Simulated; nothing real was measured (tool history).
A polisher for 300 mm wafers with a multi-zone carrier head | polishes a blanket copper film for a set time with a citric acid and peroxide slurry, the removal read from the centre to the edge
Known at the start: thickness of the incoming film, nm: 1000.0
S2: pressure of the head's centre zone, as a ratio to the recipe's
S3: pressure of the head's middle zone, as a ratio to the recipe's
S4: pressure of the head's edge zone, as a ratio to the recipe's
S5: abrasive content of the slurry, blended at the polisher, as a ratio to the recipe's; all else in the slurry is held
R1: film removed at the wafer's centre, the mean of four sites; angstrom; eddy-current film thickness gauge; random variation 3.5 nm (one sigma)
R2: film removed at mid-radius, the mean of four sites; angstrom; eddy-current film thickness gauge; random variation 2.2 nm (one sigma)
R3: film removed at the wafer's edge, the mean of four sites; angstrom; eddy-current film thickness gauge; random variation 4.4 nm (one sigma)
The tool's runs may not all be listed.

run 1 hour=0 | flow_of_slurry_(ml/min)=190 S2=1 S3=1 S4=1 S5=1 polishing_time_(s)=72 | R1=2512 R2=2490.4 R3=2609.4
run 2 hour=5.6 | flow_of_slurry_(ml/min)=190 S2=0.92 S3=1 S4=1 S5=1 polishing_time_(s)=72 | R1=2331.9 R2=2483.6 R3=2636.2
run 3 hour=12.6 | flow_of_slurry_(ml/min)=190 S2=0.92 S3=1 S4=1.07 S5=1 polishing_time_(s)=72 | R1=2288.7 R2=2511.5 R3=2673.5
run 4 hour=16.2 | flow_of_slurry_(ml/min)=190 S2=0.92 S3=1 S4=1.16 S5=1 polishing_time_(s)=72 | R1=2376.2 R2=2480.8 R3=2778.7
run 5 hour=19.8 | flow_of_slurry_(ml/min)=190 S2=0.92 S3=1.08 S4=1.16 S5=1 polishing_time_(s)=72 | R1=2317.2 R2=2651.9 R3=2761.8
run 6 hour=26.9 | flow_of_slurry_(ml/min)=195 S2=0.93 S3=1.07 S4=1.17 S5=1.05 polishing_time_(s)=72 | R1=2369.4 R2=2689.8 R3=2900
run 7 hour=34.7 | flow_of_slurry_(ml/min)=245 S2=1.03 S3=1.1 S4=1.19 S5=1.1 polishing_time_(s)=72 | R1=2779.5 R2=2830.7 R3=2945.4
run 8 hour=42.8 | flow_of_slurry_(ml/min)=245 S2=1.02 S3=1.09 S4=1.19 S5=1.15 polishing_time_(s)=72 | R1=2762.4 R2=2836.7 R3=2969

The next listed run, before its measurement:
run 9 hour=48 | flow_of_slurry_(ml/min)=245 S2=1.01 S3=1.08 S4=1.19 S5=1.2 polishing_time_(s)=72 | R1=? R2=? R3=?

R1: 2746.4 angstrom
R2: 2885.5 angstrom
R3: 3025.2 angstrom
